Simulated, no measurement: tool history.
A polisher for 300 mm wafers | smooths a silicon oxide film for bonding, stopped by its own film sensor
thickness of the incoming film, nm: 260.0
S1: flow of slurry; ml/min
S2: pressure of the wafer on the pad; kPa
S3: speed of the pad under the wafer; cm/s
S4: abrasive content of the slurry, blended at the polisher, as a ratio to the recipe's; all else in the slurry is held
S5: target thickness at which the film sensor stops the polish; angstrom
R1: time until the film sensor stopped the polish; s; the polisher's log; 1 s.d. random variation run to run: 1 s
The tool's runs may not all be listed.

run 1 hour=0.0 | S1=135 S2=10.3 S3=96 S4=1.0 S5=2240 | R1=60.756
run 2 hour=1.4 | S1=135 S2=12.4 S3=96 S4=1.0 S5=2240 | R1=50.570
run 3 hour=8.1 | S1=135 S2=12.4 S3=110 S4=1.0 S5=2240 | R1=45.560
run 4 hour=10.6 | S1=135 S2=12.4 S3=128 S4=1.0 S5=2240 | R1=40.311
run 5 hour=18.0 | S1=130 S2=9.7 S3=114 S4=1.0 S5=2240 | R1=56.874
run 6 hour=20.4 | S1=130 S2=9.7 S3=114 S4=1.0 S5=2280 | R1=51.609
run 7 hour=24.0 | S1=125 S2=8.3 S3=98 S4=1.0 S5=2280 | R1=65.947
run 8 hour=24.6 | S1=125 S2=6.9 S3=88 S4=1.0 S5=2280 | R1=86.036
run 9 hour=26.6 | S1=125 S2=6.9 S3=88 S4=1.0 S5=2280 | R1=85.920
run 10 hour=32.6 | S1=125 S2=6.2 S3=86 S4=1.0 S5=2280 | R1=98.286
run 11 hour=34.0 | S1=105 S2=4.8 S3=86 S4=1.0 S5=2280 | R1=126.810
run 12 hour=41.0 | S1=135 S2=4.8 S3=86 S4=1.0 S5=2280 | R1=122.870
run 13 hour=48.3 | S1=135 S2=5.5 S3=86 S4=1.0 S5=2280 | R1=106.280

What does the tool deliver on the next run?
run 14 hour=50.2 | S1=130 S2=5.5 S3=86 S4=1.0 S5=2280 | R1=?

For run 14 the tool returned R1 109.590 s.
